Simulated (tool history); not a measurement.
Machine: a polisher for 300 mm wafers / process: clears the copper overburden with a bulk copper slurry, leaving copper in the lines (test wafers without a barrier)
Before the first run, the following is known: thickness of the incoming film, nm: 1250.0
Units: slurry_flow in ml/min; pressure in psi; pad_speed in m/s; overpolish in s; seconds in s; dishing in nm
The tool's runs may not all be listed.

run   hour  slurry_flow  pressure  pad_speed  slurry_solids  overpolish  seconds  dishing
  1    0.0          195       3.0       1.20           1.00          17   84.726  105.310
  2    2.5          195       3.0       1.20           0.90          17   91.550  106.940
  3    6.0          195       3.0       1.20           0.70          17   92.933  103.210
  4   13.0          200       2.4       1.10           0.70          13  119.800   71.972
  5   16.6          235       2.1       0.94           1.00          10  143.540   51.773
  6   25.2          275       2.1       0.94           1.00          10  145.690   51.463
  7   33.8          285       1.9       0.94           1.15           8  146.710   41.219
  8   39.7          290       1.8       0.98           1.25           7  145.760   37.131
  9   40.4          295       1.7       1.02           1.35           6  147.360   32.935
 10   48.8          295       1.7       1.04           1.40           6  144.940   33.427
 11   55.8          300       1.6       1.10           1.45           6  139.400   33.806
 12   63.2          300       1.5       1.12           1.45           6  144.880   31.930
 13   69.1          300       1.5       1.16           1.45           6  139.550   33.190
 14   72.8          305       1.4       1.18           1.50           5  145.100   27.537
 15   74.2          300       1.4       1.18           1.50           5  144.720   27.553
 16   78.4          300       1.6       1.16           1.50           7  133.210   39.698
 17   84.3          300       1.6       1.16           1.50           7  136.880   40.327
 18   88.8          300       1.4       1.04           1.50           5  165.260   24.241
 19   92.0          300       1.4       1.08           1.50           5  156.560   25.345
 20   98.0          300       1.4       1.10           1.50           5  155.650   26.466
 21  106.1          295       1.8       1.10           1.50           6  128.910   36.769

Run 22, settings as shown, results not yet in. Your forecast:
 22  113.8          275       1.8       1.10           1.50           6        ?        ?

{"run 22": {"seconds": 128.51, "dishing": 36.628}}
